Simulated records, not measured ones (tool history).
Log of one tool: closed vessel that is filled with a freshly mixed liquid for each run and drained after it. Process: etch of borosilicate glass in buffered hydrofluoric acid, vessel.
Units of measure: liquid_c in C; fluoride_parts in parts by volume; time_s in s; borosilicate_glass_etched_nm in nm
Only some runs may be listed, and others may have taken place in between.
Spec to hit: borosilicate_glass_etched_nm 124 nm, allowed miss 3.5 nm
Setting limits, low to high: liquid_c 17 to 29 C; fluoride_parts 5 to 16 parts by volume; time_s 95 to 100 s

run,hour,liquid_c,fluoride_parts,time_s,borosilicate_glass_etched_nm
1,0,21,9.5,95,92.281
2,6.1,19.5,9.5,95,86.371
3,8,19.5,9.5,95,83.992
4,14.1,20.5,9.5,95,90.349
5,15.6,21.5,9.5,95,94.196
6,16.6,22.5,9.5,95,100.22
7,25.2,23,9.5,95,102.56
8,30.9,23.5,9.5,95,106.2

Which one of the following 4 next-run settings gets every result inside its allowed miss? There is exactly one.
A,36.6,24.5,10,100,?
B,36.6,21,7.5,100,?
C,36.6,22,11,100,?
D,36.6,24,9,100,?

move,borosilicate_glass_etched_nm
A,113.48
B,123.05
C,90.313
D,118.25
A: closer than the last run, but not yet in spec
B: meets every target
C: moves away from the targets compared with the last run
D: closer than the last run, but not yet in spec
Correct choice: B, which meets every target

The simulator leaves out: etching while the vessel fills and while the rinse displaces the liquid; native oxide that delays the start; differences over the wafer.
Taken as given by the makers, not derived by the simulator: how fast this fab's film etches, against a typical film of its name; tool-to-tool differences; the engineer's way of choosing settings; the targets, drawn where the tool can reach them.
